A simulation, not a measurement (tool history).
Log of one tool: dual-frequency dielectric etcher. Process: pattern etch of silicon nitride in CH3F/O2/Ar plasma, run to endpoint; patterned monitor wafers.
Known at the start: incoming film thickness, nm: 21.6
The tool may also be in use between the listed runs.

Run 1, hour 0: source power (kW) 0.48, bias power (kW) 0.054. Result: endpoint time (s) 35.251.
Run 2, hour 4.5: source power (kW) 0.5, bias power (kW) 0.055. Result: endpoint time (s) 34.64.
Run 3, hour 8.7: source power (kW) 0.44, bias power (kW) 0.055. Result: endpoint time (s) 36.644.
Run 4, hour 13.7: source power (kW) 0.46, bias power (kW) 0.056. Result: endpoint time (s) 35.925.
Run 5, hour 20.4: source power (kW) 0.48, bias power (kW) 0.057. Result: endpoint time (s) 34.212.
Run 6, hour 21.1: source power (kW) 0.49, bias power (kW) 0.057. Result: endpoint time (s) 33.844.
Run 7, hour 28.1: source power (kW) 0.5, bias power (kW) 0.057. Result: endpoint time (s) 34.284.

The next listed run, before its measurement:
Run 8, hour 36.3: source power (kW) 0.52, bias power (kW) 0.058. Result: endpoint time (s) ?.

endpoint time (s): 33.18
